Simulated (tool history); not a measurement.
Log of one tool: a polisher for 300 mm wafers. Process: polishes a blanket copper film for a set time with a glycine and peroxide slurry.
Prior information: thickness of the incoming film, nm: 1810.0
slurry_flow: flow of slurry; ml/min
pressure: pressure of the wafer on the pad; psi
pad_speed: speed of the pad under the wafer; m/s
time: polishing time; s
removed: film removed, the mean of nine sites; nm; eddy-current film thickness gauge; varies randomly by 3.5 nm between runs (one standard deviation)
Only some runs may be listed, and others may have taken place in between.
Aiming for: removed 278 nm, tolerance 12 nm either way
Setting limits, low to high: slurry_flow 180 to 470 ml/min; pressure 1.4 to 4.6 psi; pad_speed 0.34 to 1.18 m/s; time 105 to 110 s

run,hour,slurry_flow,pressure,pad_speed,time,removed
1,0,300,3,0.76,105,436.46
2,8.2,300,3,0.9,105,498.26
3,12.7,300,2.8,0.88,105,468.35
4,16.9,300,2.8,1.04,105,520.12
5,21.3,300,2.8,1.04,110,554.04
6,23.2,300,2.6,0.98,109,501.9
7,30.7,300,2.4,0.94,108,437.23
8,33,300,2.3,0.92,108,417.37
9,41.3,300,2.2,0.9,108,389.05
10,43.2,300,2.1,0.9,108,382.44
11,52,300,2,0.88,108,370.45
12,60.5,300,1.9,0.86,108,340.95
13,64.3,300,1.8,0.86,108,333.43
14,72.2,300,1.7,0.86,108,314.94

Which of these 4 next moves meets every target?
A,80.1,305,1.4,0.76,105,?
B,80.1,265,1.4,0.8,105,?
C,80.1,340,1.5,0.84,105,?
D,80.1,275,1.4,0.76,105,?

move,removed
A,250.6
B,255.29
C,283.01
D,247.96
A: carries the result that was furthest off beyond its target, to the other side
B: carries the result that was furthest off beyond its target, to the other side
C: every result within its allowed miss
D: carries the result that was furthest off beyond its target, to the other side
The right move is C.
